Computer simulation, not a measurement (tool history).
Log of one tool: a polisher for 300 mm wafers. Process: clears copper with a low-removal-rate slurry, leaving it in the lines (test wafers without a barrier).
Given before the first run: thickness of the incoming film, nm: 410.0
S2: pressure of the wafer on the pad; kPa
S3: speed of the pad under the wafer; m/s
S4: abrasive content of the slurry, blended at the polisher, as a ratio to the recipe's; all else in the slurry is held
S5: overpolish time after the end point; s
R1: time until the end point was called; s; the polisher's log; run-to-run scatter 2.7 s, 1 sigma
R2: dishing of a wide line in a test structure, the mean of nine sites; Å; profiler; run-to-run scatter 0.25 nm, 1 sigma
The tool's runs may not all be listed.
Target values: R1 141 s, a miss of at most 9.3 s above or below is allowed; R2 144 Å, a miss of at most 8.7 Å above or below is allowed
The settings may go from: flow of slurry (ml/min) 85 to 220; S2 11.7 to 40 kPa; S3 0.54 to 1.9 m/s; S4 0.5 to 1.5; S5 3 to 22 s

Run 1, hour 0: flow of slurry (ml/min) 140, S2 25.5 kPa, S3 1.22 m/s, S4 1, S5 11 s. Result: R1 74.986 s, R2 399.74 Å.
Run 2, hour 8.8: flow of slurry (ml/min) 140, S2 23.4 kPa, S3 1.14 m/s, S4 1, S5 10 s. Result: R1 81.973 s, R2 326.46 Å.
Run 3, hour 17.1: flow of slurry (ml/min) 140, S2 21.4 kPa, S3 1.06 m/s, S4 1, S5 9 s. Result: R1 94.955 s, R2 266.69 Å.
Run 4, hour 20.2: flow of slurry (ml/min) 160, S2 21.4 kPa, S3 1.06 m/s, S4 1, S5 9 s. Result: R1 91.665 s, R2 264.58 Å.
Run 5, hour 28.3: flow of slurry (ml/min) 160, S2 19.3 kPa, S3 1.02 m/s, S4 1, S5 9 s. Result: R1 106.89 s, R2 233.21 Å.
Run 6, hour 34.4: flow of slurry (ml/min) 160, S2 17.9 kPa, S3 1 m/s, S4 1, S5 8 s. Result: R1 115.27 s, R2 198.33 Å.
Run 7, hour 40: flow of slurry (ml/min) 160, S2 17.2 kPa, S3 1 m/s, S4 1, S5 8 s. Result: R1 118.53 s, R2 196.72 Å.
Run 8, hour 43.4: flow of slurry (ml/min) 160, S2 16.5 kPa, S3 1 m/s, S4 1, S5 8 s. Result: R1 124.61 s, R2 188.77 Å.
Run 9, hour 44.5: flow of slurry (ml/min) 160, S2 15.9 kPa, S3 1 m/s, S4 1, S5 8 s. Result: R1 127.81 s, R2 175.94 Å.
Run 10, hour 52.5: flow of slurry (ml/min) 160, S2 15.2 kPa, S3 1 m/s, S4 1, S5 8 s. Result: R1 134.73 s, R2 166.77 Å.

Pick the move, out of 4, that brings all results within their allowed miss; only one does.
Run A, hour 60.5: flow of slurry (ml/min) 115, S2 11.7 kPa, S3 1.04 m/s, S4 1, S5 11 s. Result: R1 ?, R2 ?.
Run B, hour 60.5: flow of slurry (ml/min) 175, S2 11.7 kPa, S3 1.18 m/s, S4 0.8, S5 9 s. Result: R1 ?, R2 ?.
Run C, hour 60.5: flow of slurry (ml/min) 175, S2 13.8 kPa, S3 0.96 m/s, S4 1.25, S5 7 s. Result: R1 ?, R2 ?.
Run D, hour 60.5: flow of slurry (ml/min) 120, S2 16.5 kPa, S3 0.98 m/s, S4 0.95, S5 9 s. Result: R1 ?, R2 ?.

move      R1      R2
   A  169.09  182.94
   B   146.1  173.99
   C  140.33  143.51
   D  132.84   191.8
A: moves away from the targets compared with the last run
B: moves away from the targets compared with the last run
C: hits every target within its allowed miss
D: moves away from the targets compared with the last run
So the answer is move C, the one that meets all the targets.
